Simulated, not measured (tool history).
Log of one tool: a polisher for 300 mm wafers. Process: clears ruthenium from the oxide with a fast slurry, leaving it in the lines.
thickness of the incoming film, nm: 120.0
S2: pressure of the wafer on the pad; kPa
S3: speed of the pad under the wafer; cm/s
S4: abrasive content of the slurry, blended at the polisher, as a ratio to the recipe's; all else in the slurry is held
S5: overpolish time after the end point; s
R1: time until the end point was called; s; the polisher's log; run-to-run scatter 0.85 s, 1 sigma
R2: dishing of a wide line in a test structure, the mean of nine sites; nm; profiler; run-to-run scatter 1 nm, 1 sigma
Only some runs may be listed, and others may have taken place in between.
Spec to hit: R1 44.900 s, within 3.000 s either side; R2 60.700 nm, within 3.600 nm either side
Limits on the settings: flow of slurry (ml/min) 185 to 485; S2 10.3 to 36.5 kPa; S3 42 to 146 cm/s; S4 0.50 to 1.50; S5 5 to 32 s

{"run": 1, "hour": 0.0, "flow of slurry (ml/min)": 310, "S2": 23.4, "S3": 94, "S4": 1.0, "S5": 16, "R1": 27.672, "R2": 55.064}
{"run": 2, "hour": 7.7, "flow of slurry (ml/min)": 310, "S2": 29.0, "S3": 94, "S4": 1.0, "S5": 16, "R1": 22.532, "R2": 64.344}
{"run": 3, "hour": 14.2, "flow of slurry (ml/min)": 310, "S2": 26.9, "S3": 94, "S4": 1.0, "S5": 17, "R1": 24.336, "R2": 64.689}
{"run": 4, "hour": 21.5, "flow of slurry (ml/min)": 310, "S2": 26.9, "S3": 94, "S4": 1.1, "S5": 17, "R1": 22.954, "R2": 69.688}
{"run": 5, "hour": 29.3, "flow of slurry (ml/min)": 310, "S2": 25.5, "S3": 92, "S4": 1.1, "S5": 18, "R1": 25.297, "R2": 67.485}
{"run": 6, "hour": 37.4, "flow of slurry (ml/min)": 310, "S2": 30.3, "S3": 92, "S4": 1.1, "S5": 18, "R1": 21.285, "R2": 74.983}
{"run": 7, "hour": 41.3, "flow of slurry (ml/min)": 310, "S2": 28.3, "S3": 90, "S4": 1.1, "S5": 19, "R1": 23.362, "R2": 72.664}
{"run": 8, "hour": 42.0, "flow of slurry (ml/min)": 310, "S2": 26.2, "S3": 90, "S4": 1.1, "S5": 20, "R1": 25.275, "R2": 71.831}
{"run": 9, "hour": 46.4, "flow of slurry (ml/min)": 310, "S2": 19.3, "S3": 84, "S4": 1.1, "S5": 27, "R1": 35.038, "R2": 71.429}
{"run": 10, "hour": 51.1, "flow of slurry (ml/min)": 310, "S2": 18.6, "S3": 84, "S4": 1.1, "S5": 27, "R1": 35.523, "R2": 70.279}
{"run": 11, "hour": 59.5, "flow of slurry (ml/min)": 310, "S2": 17.9, "S3": 84, "S4": 1.1, "S5": 27, "R1": 36.664, "R2": 70.306}
{"run": 12, "hour": 66.8, "flow of slurry (ml/min)": 310, "S2": 17.2, "S3": 84, "S4": 1.1, "S5": 27, "R1": 37.568, "R2": 67.546}
{"run": 13, "hour": 75.5, "flow of slurry (ml/min)": 310, "S2": 16.5, "S3": 84, "S4": 1.1, "S5": 27, "R1": 39.502, "R2": 65.907}
{"run": 14, "hour": 82.2, "flow of slurry (ml/min)": 310, "S2": 15.2, "S3": 84, "S4": 1.1, "S5": 27, "R1": 42.193, "R2": 61.557}

Next run, 4 choices. One meets every target within its allowed miss, the rest don't. Which?
{"run": "A", "hour": 88.9, "flow of slurry (ml/min)": 280, "S2": 26.9, "S3": 54, "S4": 1.1, "S5": 29, "R1": "?", "R2": "?"}
{"run": "B", "hour": 88.9, "flow of slurry (ml/min)": 290, "S2": 14.5, "S3": 78, "S4": 1.15, "S5": 28, "R1": "?", "R2": "?"}
{"run": "C", "hour": 88.9, "flow of slurry (ml/min)": 285, "S2": 20.7, "S3": 78, "S4": 0.95, "S5": 24, "R1": "?", "R2": "?"}
{"run": "D", "hour": 88.9, "flow of slurry (ml/min)": 340, "S2": 21.4, "S3": 80, "S4": 0.95, "S5": 24, "R1": "?", "R2": "?"}

move=A R1=39.599 R2=67.621
move=B R1=44.394 R2=59.807
move=C R1=37.936 R2=59.960
move=D R1=35.513 R2=63.330
A: lands further from the targets than the last run did
B: all results in spec
C: lands further from the targets than the last run did
D: lands further from the targets than the last run did
Move B is the one to make.

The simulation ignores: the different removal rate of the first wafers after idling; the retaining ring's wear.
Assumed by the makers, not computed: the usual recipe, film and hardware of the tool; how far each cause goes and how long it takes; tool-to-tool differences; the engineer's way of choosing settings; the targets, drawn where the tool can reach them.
